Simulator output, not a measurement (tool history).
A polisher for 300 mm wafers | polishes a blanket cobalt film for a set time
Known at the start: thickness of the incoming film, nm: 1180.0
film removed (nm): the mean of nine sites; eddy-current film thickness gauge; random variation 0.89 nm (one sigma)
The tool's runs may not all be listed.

run  hour  flow of slurry (ml/min)  pressure of the wafer on the pad (psi)  speed of the pad under the wafer (cm/s)  polishing time (s)  film removed (nm)
  1   0.0                      245                                     1.9                                      112                  24             153.14
  2   1.4                      245                                     2.1                                      112                  24             168.79
  3   4.2                      245                                     2.0                                      112                  24             159.93
  4   9.5                      220                                     2.0                                      112                  24             159.25
  5  11.6                      220                                     1.9                                      112                  24             151.82
  6  12.4                      220                                     1.9                                      136                  24             183.73
  7  21.2                      220                                     1.8                                      136                  24             174.48

Run 8 comes next. What will it give?
  8  28.9                      220                                     1.7                                      136                  24                  ?

{"run 8": {"film removed (nm)": 165.23}}
